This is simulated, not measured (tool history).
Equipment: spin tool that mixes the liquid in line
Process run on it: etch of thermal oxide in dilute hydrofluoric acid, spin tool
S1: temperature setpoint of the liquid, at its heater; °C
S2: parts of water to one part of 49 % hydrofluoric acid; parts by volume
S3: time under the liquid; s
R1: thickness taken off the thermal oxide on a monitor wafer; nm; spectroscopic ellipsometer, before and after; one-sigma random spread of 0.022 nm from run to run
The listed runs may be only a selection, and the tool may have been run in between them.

{"run": 1, "day": 0.0, "S1": 21.0, "S2": 45, "S3": 55, "R1": 4.8876}
{"run": 2, "day": 0.254, "S1": 20.5, "S2": 45, "S3": 55, "R1": 4.7574}
{"run": 3, "day": 0.3, "S1": 20.5, "S2": 40, "S3": 55, "R1": 5.3681}
{"run": 4, "day": 0.383, "S1": 20.5, "S2": 50, "S3": 55, "R1": 4.2906}
{"run": 5, "day": 0.442, "S1": 20.5, "S2": 60, "S3": 55, "R1": 3.499}
{"run": 6, "day": 0.812, "S1": 20.5, "S2": 60, "S3": 55, "R1": 3.4913}
{"run": 7, "day": 1.0, "S1": 20.5, "S2": 60, "S3": 55, "R1": 3.5366}

Predict the results of run 8:
{"run": 8, "day": 1.1, "S1": 21.0, "S2": 60, "S3": 55, "R1": "?"}

R1: 3.6025 nm

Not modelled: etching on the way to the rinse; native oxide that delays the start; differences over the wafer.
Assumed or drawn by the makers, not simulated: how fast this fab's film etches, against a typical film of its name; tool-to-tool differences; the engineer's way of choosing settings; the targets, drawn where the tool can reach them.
